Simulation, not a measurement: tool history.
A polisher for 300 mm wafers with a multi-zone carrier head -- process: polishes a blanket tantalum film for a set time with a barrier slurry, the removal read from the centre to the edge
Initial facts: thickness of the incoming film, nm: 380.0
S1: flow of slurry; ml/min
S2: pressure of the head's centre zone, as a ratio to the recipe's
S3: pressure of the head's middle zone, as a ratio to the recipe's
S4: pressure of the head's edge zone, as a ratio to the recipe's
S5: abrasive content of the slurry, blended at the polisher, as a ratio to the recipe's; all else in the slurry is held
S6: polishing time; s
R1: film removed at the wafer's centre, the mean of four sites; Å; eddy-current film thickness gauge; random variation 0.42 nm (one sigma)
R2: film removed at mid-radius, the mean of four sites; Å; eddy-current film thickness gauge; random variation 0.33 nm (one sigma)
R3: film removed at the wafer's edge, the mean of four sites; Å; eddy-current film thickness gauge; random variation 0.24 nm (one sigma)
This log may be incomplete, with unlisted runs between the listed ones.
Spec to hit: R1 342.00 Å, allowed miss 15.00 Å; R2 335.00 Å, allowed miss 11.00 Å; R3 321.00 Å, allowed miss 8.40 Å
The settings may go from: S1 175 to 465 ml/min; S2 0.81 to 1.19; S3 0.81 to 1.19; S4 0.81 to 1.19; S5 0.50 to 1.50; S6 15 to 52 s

{"run": 1, "day": 0.0, "S1": 295, "S2": 1.0, "S3": 1.0, "S4": 1.0, "S5": 1.0, "S6": 33, "R1": 583.13, "R2": 584.39, "R3": 577.68}
{"run": 2, "day": 0.179, "S1": 295, "S2": 0.93, "S3": 1.0, "S4": 1.0, "S5": 1.0, "S6": 33, "R1": 578.65, "R2": 579.54, "R3": 586.11}
{"run": 3, "day": 0.512, "S1": 290, "S2": 0.93, "S3": 1.0, "S4": 0.98, "S5": 0.95, "S6": 31, "R1": 523.13, "R2": 538.24, "R3": 526.27}
{"run": 4, "day": 0.7, "S1": 290, "S2": 0.89, "S3": 1.0, "S4": 0.98, "S5": 0.95, "S6": 31, "R1": 511.89, "R2": 541.88, "R3": 527.53}
{"run": 5, "day": 1.008, "S1": 285, "S2": 0.89, "S3": 0.98, "S4": 0.96, "S5": 0.9, "S6": 30, "R1": 483.45, "R2": 506.04, "R3": 498.29}
{"run": 6, "day": 1.188, "S1": 285, "S2": 0.9, "S3": 0.97, "S4": 0.94, "S5": 0.85, "S6": 29, "R1": 458.49, "R2": 475.99, "R3": 470.48}
{"run": 7, "day": 1.267, "S1": 280, "S2": 1.0, "S3": 0.96, "S4": 0.84, "S5": 0.6, "S6": 21, "R1": 312.2, "R2": 297.98, "R3": 282.1}
{"run": 8, "day": 1.529, "S1": 285, "S2": 1.0, "S3": 0.97, "S4": 0.85, "S5": 0.6, "S6": 21, "R1": 313.37, "R2": 299.06, "R3": 285.28}
{"run": 9, "day": 1.638, "S1": 290, "S2": 1.0, "S3": 0.98, "S4": 0.86, "S5": 0.6, "S6": 21, "R1": 321.9, "R2": 303.5, "R3": 290.39}
{"run": 10, "day": 1.725, "S1": 300, "S2": 0.99, "S3": 0.99, "S4": 0.87, "S5": 0.6, "S6": 21, "R1": 314.72, "R2": 307.99, "R3": 288.9}
{"run": 11, "day": 1.846, "S1": 300, "S2": 0.99, "S3": 0.99, "S4": 0.88, "S5": 0.6, "S6": 21, "R1": 321.83, "R2": 310.48, "R3": 291.3}

5 next moves are on the table. One of them brings every result within its allowed miss. Which?
{"run": "A", "day": 1.967, "S1": 175, "S2": 0.84, "S3": 0.88, "S4": 0.86, "S5": 0.75, "S6": 23, "R1": "?", "R2": "?", "R3": "?"}
{"run": "B", "day": 1.967, "S1": 295, "S2": 1.01, "S3": 1.02, "S4": 0.85, "S5": 0.55, "S6": 23, "R1": "?", "R2": "?", "R3": "?"}
{"run": "C", "day": 1.967, "S1": 265, "S2": 0.9, "S3": 0.97, "S4": 0.91, "S5": 0.65, "S6": 21, "R1": "?", "R2": "?", "R3": "?"}
{"run": "D", "day": 1.967, "S1": 250, "S2": 0.97, "S3": 0.98, "S4": 0.89, "S5": 0.7, "S6": 22, "R1": "?", "R2": "?", "R3": "?"}
{"run": "E", "day": 1.967, "S1": 290, "S2": 0.98, "S3": 1.04, "S4": 0.81, "S5": 0.85, "S6": 18, "R1": "?", "R2": "?", "R3": "?"}

move=A R1=303.53 R2=311.95 R3=321.12
move=B R1=338.78 R2=338.21 R3=299.57
move=C R1=298.67 R2=313.20 R3=299.53
move=D R1=338.24 R2=337.79 R3=317.65
move=E R1=304.63 R2=316.64 R3=270.09
A: gets the furthest-off result to its target, but another result is out of tolerance
B: closes in on the targets versus the last run, not all within tolerance yet
C: closes in on the targets versus the last run, not all within tolerance yet
D: hits every target within its allowed miss
E: its largest miss is bigger than the last run's
The move that meets every target is D.
